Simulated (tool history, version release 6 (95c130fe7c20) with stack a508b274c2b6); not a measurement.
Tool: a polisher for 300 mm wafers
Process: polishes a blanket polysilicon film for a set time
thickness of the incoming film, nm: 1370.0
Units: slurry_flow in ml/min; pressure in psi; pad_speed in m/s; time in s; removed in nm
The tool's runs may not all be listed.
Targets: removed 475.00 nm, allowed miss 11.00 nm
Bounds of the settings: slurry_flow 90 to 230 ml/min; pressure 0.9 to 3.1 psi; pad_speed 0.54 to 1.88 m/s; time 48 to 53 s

run    day  slurry_flow  pressure  pad_speed  time  removed
  1  0.000          150       2.0       1.20    53   327.94
  2  0.075          160       2.2       1.20    53   365.92
  3  0.196          170       2.3       1.20    53   381.76
  4  0.533          170       2.4       1.20    53   400.67
  5  0.583          185       2.4       1.20    53   404.04
  6  0.712          150       2.4       1.20    53   392.68
  7  0.842          160       2.5       1.20    53   410.11
  8  1.096          170       2.6       1.20    53   437.54
  9  1.342          175       2.6       1.20    53   432.68

Which of these 5 next moves meets every target?
  A  1.588          185       2.3       1.56    49        ?
  B  1.588          175       3.1       1.22    51        ?
  C  1.588          195       2.5       1.22    50        ?
  D  1.588          195       2.9       1.16    53        ?
  E  1.588          230       2.9       1.02    53        ?

move  removed
   A   438.65
   B   503.60
   C   406.59
   D   480.40
   E   448.19
A: nearer than the last run, and not there yet
B: takes the result that was furthest off past its target
C: further off than the last run
D: meets every target
E: nearer than the last run, and not there yet
Answer: D
